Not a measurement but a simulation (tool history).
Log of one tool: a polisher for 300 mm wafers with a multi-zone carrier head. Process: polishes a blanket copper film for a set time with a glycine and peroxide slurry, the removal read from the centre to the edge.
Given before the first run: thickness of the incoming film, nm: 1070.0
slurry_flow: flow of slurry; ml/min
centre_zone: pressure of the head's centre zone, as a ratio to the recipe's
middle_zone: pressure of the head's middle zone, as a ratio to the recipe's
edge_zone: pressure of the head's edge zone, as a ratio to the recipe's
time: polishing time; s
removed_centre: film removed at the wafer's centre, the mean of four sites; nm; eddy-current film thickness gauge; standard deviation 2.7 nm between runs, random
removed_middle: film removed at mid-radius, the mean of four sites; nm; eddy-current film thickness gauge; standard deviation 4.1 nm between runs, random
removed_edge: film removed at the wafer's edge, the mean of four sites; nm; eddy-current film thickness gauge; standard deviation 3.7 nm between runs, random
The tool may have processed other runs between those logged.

run,hour,slurry_flow,centre_zone,middle_zone,edge_zone,time,removed_centre,removed_middle,removed_edge
1,0.0,165,1.00,1.00,1.00,84,434.62,439.17,433.55
2,3.5,165,1.00,1.00,0.94,84,432.79,443.59,419.16
3,9.4,155,1.00,0.96,0.92,83,426.44,418.83,405.01
4,16.1,155,1.00,0.96,0.88,83,418.83,416.95,394.49
5,23.2,145,1.00,0.93,0.88,83,414.03,398.34,386.07
6,28.0,145,1.00,1.01,0.88,83,415.96,423.76,390.83
7,33.7,135,1.00,0.98,0.89,83,401.18,405.75,391.86

What does the tool deliver on the next run?
8,42.5,130,1.01,0.96,0.89,83,?,?,?

removed_centre: 403.39 nm
removed_middle: 400.64 nm
removed_edge: 387.94 nm
